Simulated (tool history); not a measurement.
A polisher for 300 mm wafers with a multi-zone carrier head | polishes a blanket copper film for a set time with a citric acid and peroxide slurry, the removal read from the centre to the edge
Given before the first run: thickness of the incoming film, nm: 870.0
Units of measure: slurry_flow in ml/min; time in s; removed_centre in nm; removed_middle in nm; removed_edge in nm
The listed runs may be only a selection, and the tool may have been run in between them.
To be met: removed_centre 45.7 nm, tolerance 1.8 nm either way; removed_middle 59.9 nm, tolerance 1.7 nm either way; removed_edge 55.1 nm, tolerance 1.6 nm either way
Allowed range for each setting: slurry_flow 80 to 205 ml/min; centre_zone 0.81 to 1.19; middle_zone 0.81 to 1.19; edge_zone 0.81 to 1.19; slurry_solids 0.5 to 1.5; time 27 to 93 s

run 1 hour=0 | slurry_flow=135 centre_zone=1 middle_zone=1 edge_zone=1 slurry_solids=1 time=59 | removed_centre=85.197 removed_middle=87.983 removed_edge=85.07
run 2 hour=8.7 | slurry_flow=130 centre_zone=0.98 middle_zone=1 edge_zone=0.99 slurry_solids=0.95 time=57 | removed_centre=80.242 removed_middle=83.718 removed_edge=80.004
run 3 hour=17.3 | slurry_flow=130 centre_zone=0.98 middle_zone=1 edge_zone=1.02 slurry_solids=0.95 time=57 | removed_centre=80.153 removed_middle=83.276 removed_edge=82.091
run 4 hour=23.8 | slurry_flow=125 centre_zone=0.96 middle_zone=1.01 edge_zone=1.02 slurry_solids=0.9 time=55 | removed_centre=73.723 removed_middle=80.317 removed_edge=78.659
run 5 hour=26 | slurry_flow=125 centre_zone=0.96 middle_zone=1.01 edge_zone=1.02 slurry_solids=0.9 time=43 | removed_centre=58.223 removed_middle=62.663 removed_edge=60.78
run 6 hour=32.3 | slurry_flow=125 centre_zone=0.96 middle_zone=1.01 edge_zone=1.02 slurry_solids=0.9 time=52 | removed_centre=70.949 removed_middle=74.892 removed_edge=74.007
run 7 hour=34.5 | slurry_flow=120 centre_zone=0.94 middle_zone=1.03 edge_zone=1.02 slurry_solids=0.85 time=50 | removed_centre=64.822 removed_middle=72.133 removed_edge=70.762
run 8 hour=36.7 | slurry_flow=115 centre_zone=0.92 middle_zone=1.04 edge_zone=1 slurry_solids=0.8 time=49 | removed_centre=60.532 removed_middle=69.642 removed_edge=66.808
run 9 hour=42.4 | slurry_flow=110 centre_zone=0.91 middle_zone=1.04 edge_zone=0.99 slurry_solids=0.75 time=49 | removed_centre=59.436 removed_middle=69.286 removed_edge=65.797
run 10 hour=46 | slurry_flow=105 centre_zone=0.9 middle_zone=1.04 edge_zone=0.98 slurry_solids=0.7 time=48 | removed_centre=55.459 removed_middle=66.473 removed_edge=62.266
run 11 hour=46.7 | slurry_flow=100 centre_zone=0.89 middle_zone=1.03 edge_zone=0.97 slurry_solids=0.7 time=48 | removed_centre=54.55 removed_middle=64.21 removed_edge=62.265
run 12 hour=55.2 | slurry_flow=100 centre_zone=0.88 middle_zone=1.03 edge_zone=0.96 slurry_solids=0.65 time=48 | removed_centre=52.97 removed_middle=63.744 removed_edge=61.099

Which one of the following 5 next-run settings gets every result inside its allowed miss? There is exactly one.
run A hour=63.7 | slurry_flow=85 centre_zone=0.82 middle_zone=0.97 edge_zone=1.02 slurry_solids=0.6 time=48 | removed_centre=? removed_middle=? removed_edge=?
run B hour=63.7 | slurry_flow=90 centre_zone=0.86 middle_zone=1.11 edge_zone=0.98 slurry_solids=0.5 time=45 | removed_centre=? removed_middle=? removed_edge=?
run C hour=63.7 | slurry_flow=80 centre_zone=0.81 middle_zone=1.02 edge_zone=0.95 slurry_solids=0.7 time=45 | removed_centre=? removed_middle=? removed_edge=?
run D hour=63.7 | slurry_flow=130 centre_zone=0.87 middle_zone=1.08 edge_zone=0.93 slurry_solids=0.7 time=38 | removed_centre=? removed_middle=? removed_edge=?
run E hour=63.7 | slurry_flow=95 centre_zone=0.83 middle_zone=1.06 edge_zone=0.84 slurry_solids=0.6 time=45 | removed_centre=? removed_middle=? removed_edge=?

move=A removed_centre=46.401 removed_middle=58.29 removed_edge=60.465
move=B removed_centre=45.601 removed_middle=60.993 removed_edge=54.933
move=C removed_centre=42.854 removed_middle=57.04 removed_edge=55.193
move=D removed_centre=45.382 removed_middle=57.814 removed_edge=50.499
move=E removed_centre=45.846 removed_middle=60.976 removed_edge=53.017
A: meets the target for the result that was furthest off, but another lies outside its allowed miss
B: every result within its allowed miss
C: pushes the last run's worst result past its target
D: meets the target for the result that was furthest off, but another lies outside its allowed miss
E: meets the target for the result that was furthest off, but another lies outside its allowed miss
Answer: B
